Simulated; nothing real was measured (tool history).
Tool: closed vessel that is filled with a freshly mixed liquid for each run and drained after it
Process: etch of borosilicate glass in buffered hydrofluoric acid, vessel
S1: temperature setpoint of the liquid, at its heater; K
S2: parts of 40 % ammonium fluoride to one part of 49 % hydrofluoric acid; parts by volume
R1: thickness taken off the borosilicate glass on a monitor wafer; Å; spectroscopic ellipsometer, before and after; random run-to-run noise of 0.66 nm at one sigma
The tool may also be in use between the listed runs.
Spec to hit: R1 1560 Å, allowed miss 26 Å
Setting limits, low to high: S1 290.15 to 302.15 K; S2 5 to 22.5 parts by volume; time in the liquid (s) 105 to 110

Run 1, hour 0: S1 294.15 K, S2 13.5 parts by volume, time in the liquid (s) 105. Result: R1 759.47 Å.
Run 2, hour 1: S1 294.15 K, S2 12 parts by volume, time in the liquid (s) 105. Result: R1 853.89 Å.
Run 3, hour 9.4: S1 294.15 K, S2 15 parts by volume, time in the liquid (s) 105. Result: R1 681.65 Å.
Run 4, hour 10.6: S1 290.65 K, S2 15 parts by volume, time in the liquid (s) 105. Result: R1 561.73 Å.
Run 5, hour 15: S1 290.15 K, S2 15 parts by volume, time in the liquid (s) 105. Result: R1 546.2 Å.
Run 6, hour 18: S1 292.65 K, S2 15 parts by volume, time in the liquid (s) 105. Result: R1 630.8 Å.
Run 7, hour 25.7: S1 293.65 K, S2 14.5 parts by volume, time in the liquid (s) 105. Result: R1 689.37 Å.
Run 8, hour 28.4: S1 294.65 K, S2 14 parts by volume, time in the liquid (s) 105. Result: R1 754.97 Å.
Run 9, hour 32.5: S1 298.65 K, S2 9.5 parts by volume, time in the liquid (s) 105. Result: R1 1339.7 Å.
Run 10, hour 38.6: S1 299.15 K, S2 9.5 parts by volume, time in the liquid (s) 105. Result: R1 1382 Å.

Which single option among these 5 for the next run brings every result within its allowed miss of target? Just one does.
Run A, hour 44.7: S1 299.65 K, S2 8.5 parts by volume, time in the liquid (s) 110. Result: R1 ?.
Run B, hour 44.7: S1 302.15 K, S2 10.5 parts by volume, time in the liquid (s) 105. Result: R1 ?.
Run C, hour 44.7: S1 297.15 K, S2 9 parts by volume, time in the liquid (s) 105. Result: R1 ?.
Run D, hour 44.7: S1 299.15 K, S2 8.5 parts by volume, time in the liquid (s) 105. Result: R1 ?.
Run E, hour 44.7: S1 300.65 K, S2 9.5 parts by volume, time in the liquid (s) 110. Result: R1 ?.

move      R1
   A  1629.6
   B  1482.8
   C  1279.4
   D  1515.1
   E  1557.7
A: carries the result that was furthest off beyond its target, to the other side
B: gains on the last run, yet a result remains outside its allowed miss
C: the biggest miss grows against the last run
D: gains on the last run, yet a result remains outside its allowed miss
E: all results land within tolerance of their targets
Correct choice: E, which meets every target
